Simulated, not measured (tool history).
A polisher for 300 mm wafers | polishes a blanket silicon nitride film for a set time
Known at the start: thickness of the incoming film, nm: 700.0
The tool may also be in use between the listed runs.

run	hour	flow of slurry (ml/min)	pressure of the wafer on the pad (kPa)	speed of the pad under the wafer (m/s)	polishing time (s)	film removed (Å)
1	0.0	180	30.3	1.26	42	1032.00
2	6.1	180	30.3	1.10	42	941.37
3	7.0	175	26.2	1.08	42	804.45
4	11.1	170	22.8	1.08	42	707.44
5	16.1	165	20.7	1.08	42	634.79
6	19.9	155	20.0	1.08	42	606.98
7	21.8	145	19.3	1.08	42	582.83
8	27.3	125	15.9	1.08	42	474.25
9	31.5	135	15.9	1.08	42	476.19
10	36.4	145	15.9	1.08	42	483.58
11	41.3	155	15.9	1.08	42	487.79
12	49.4	160	15.9	1.08	42	492.98

Run 13 comes next. What will it give?
13	54.0	185	17.2	1.08	42	?

Run 13 gave film removed (Å) 536.73.
